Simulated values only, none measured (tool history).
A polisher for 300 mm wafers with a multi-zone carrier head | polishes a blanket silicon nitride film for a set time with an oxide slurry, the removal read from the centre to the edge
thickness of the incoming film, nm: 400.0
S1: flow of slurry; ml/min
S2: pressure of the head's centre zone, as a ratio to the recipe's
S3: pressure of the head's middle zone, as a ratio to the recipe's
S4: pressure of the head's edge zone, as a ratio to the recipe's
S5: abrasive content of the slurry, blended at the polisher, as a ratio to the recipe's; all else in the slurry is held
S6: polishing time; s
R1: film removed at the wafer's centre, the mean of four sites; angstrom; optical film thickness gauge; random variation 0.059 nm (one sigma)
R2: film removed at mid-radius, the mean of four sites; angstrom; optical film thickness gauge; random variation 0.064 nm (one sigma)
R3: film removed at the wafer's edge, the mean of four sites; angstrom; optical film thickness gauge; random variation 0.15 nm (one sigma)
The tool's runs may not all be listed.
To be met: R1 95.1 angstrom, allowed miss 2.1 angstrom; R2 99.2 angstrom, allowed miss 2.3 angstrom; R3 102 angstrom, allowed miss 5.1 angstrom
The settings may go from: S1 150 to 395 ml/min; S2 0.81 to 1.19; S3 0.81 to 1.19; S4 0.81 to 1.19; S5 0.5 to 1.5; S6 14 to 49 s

{"run": 1, "hour": 0.0, "S1": 250, "S2": 1, "S3": 1, "S4": 1, "S5": 1, "S6": 31, "R1": 160.31, "R2": 154.94, "R3": 160.99}
{"run": 2, "hour": 1.1, "S1": 245, "S2": 0.97, "S3": 0.98, "S4": 0.97, "S5": 0.9, "S6": 30, "R1": 143.89, "R2": 137.85, "R3": 141.23}
{"run": 3, "hour": 5.3, "S1": 245, "S2": 1.01, "S3": 0.98, "S4": 0.97, "S5": 0.9, "S6": 30, "R1": 146.81, "R2": 137.43, "R3": 147.6}
{"run": 4, "hour": 12.3, "S1": 230, "S2": 0.97, "S3": 0.97, "S4": 0.98, "S5": 0.8, "S6": 30, "R1": 134.38, "R2": 128.07, "R3": 134.51}
{"run": 5, "hour": 12.8, "S1": 220, "S2": 0.94, "S3": 0.96, "S4": 0.99, "S5": 0.75, "S6": 30, "R1": 124.67, "R2": 121.01, "R3": 131.07}
{"run": 6, "hour": 14.6, "S1": 185, "S2": 0.94, "S3": 0.96, "S4": 0.99, "S5": 0.75, "S6": 30, "R1": 121, "R2": 118.06, "R3": 125.42}
{"run": 7, "hour": 15.9, "S1": 180, "S2": 0.92, "S3": 0.95, "S4": 0.98, "S5": 0.7, "S6": 30, "R1": 114.38, "R2": 113.39, "R3": 120.07}
{"run": 8, "hour": 19.9, "S1": 175, "S2": 0.9, "S3": 0.94, "S4": 0.96, "S5": 0.7, "S6": 30, "R1": 112.23, "R2": 111.66, "R3": 117.25}
{"run": 9, "hour": 26.2, "S1": 170, "S2": 0.88, "S3": 0.93, "S4": 0.95, "S5": 0.7, "S6": 30, "R1": 108.48, "R2": 109.93, "R3": 119.24}
{"run": 10, "hour": 33.3, "S1": 165, "S2": 0.88, "S3": 0.93, "S4": 0.93, "S5": 0.65, "S6": 30, "R1": 102.5, "R2": 105.94, "R3": 110.58}
{"run": 11, "hour": 36.9, "S1": 155, "S2": 0.84, "S3": 0.86, "S4": 0.84, "S5": 0.65, "S6": 30, "R1": 97.454, "R2": 95.974, "R3": 107.18}
{"run": 12, "hour": 41.8, "S1": 155, "S2": 0.84, "S3": 0.86, "S4": 0.84, "S5": 0.65, "S6": 30, "R1": 98.538, "R2": 96.267, "R3": 107.26}
{"run": 13, "hour": 45.0, "S1": 155, "S2": 0.84, "S3": 0.87, "S4": 0.83, "S5": 0.65, "S6": 30, "R1": 97.854, "R2": 96.395, "R3": 107.28}
{"run": 14, "hour": 47.9, "S1": 155, "S2": 0.84, "S3": 0.88, "S4": 0.83, "S5": 0.65, "S6": 30, "R1": 97.327, "R2": 98.631, "R3": 105.99}
{"run": 15, "hour": 52.6, "S1": 155, "S2": 0.84, "S3": 0.89, "S4": 0.82, "S5": 0.65, "S6": 30, "R1": 99.641, "R2": 99.394, "R3": 105.32}
{"run": 16, "hour": 54.2, "S1": 155, "S2": 0.83, "S3": 0.89, "S4": 0.82, "S5": 0.65, "S6": 30, "R1": 97.102, "R2": 98.582, "R3": 107.24}
{"run": 17, "hour": 62.0, "S1": 155, "S2": 0.83, "S3": 0.9, "S4": 0.82, "S5": 0.65, "S6": 30, "R1": 98.083, "R2": 99.694, "R3": 108.56}
{"run": 18, "hour": 69.4, "S1": 155, "S2": 0.83, "S3": 0.91, "S4": 0.82, "S5": 0.6, "S6": 30, "R1": 93.543, "R2": 96.608, "R3": 100.82}

Which of these 4 next moves meets every target?
{"run": "A", "hour": 76.8, "S1": 155, "S2": 0.85, "S3": 0.87, "S4": 0.83, "S5": 0.65, "S6": 29, "R1": "?", "R2": "?", "R3": "?"}
{"run": "B", "hour": 76.8, "S1": 200, "S2": 0.81, "S3": 0.9, "S4": 0.81, "S5": 0.7, "S6": 27, "R1": "?", "R2": "?", "R3": "?"}
{"run": "C", "hour": 76.8, "S1": 150, "S2": 0.94, "S3": 1.03, "S4": 0.82, "S5": 0.5, "S6": 31, "R1": "?", "R2": "?", "R3": "?"}
{"run": "D", "hour": 76.8, "S1": 160, "S2": 0.86, "S3": 0.88, "S4": 0.84, "S5": 0.5, "S6": 33, "R1": "?", "R2": "?", "R3": "?"}

move=A R1=95.124 R2=95.525 R3=102.61
move=B R1=93.997 R2=100.2 R3=102.09
move=C R1=93.466 R2=99.681 R3=92.519
move=D R1=94.109 R2=94.418 R3=100.8
A: further off than the last run
B: meets every target
C: brings the result that was furthest off to its target, and leaves another outside
D: further off than the last run
The right move is B.
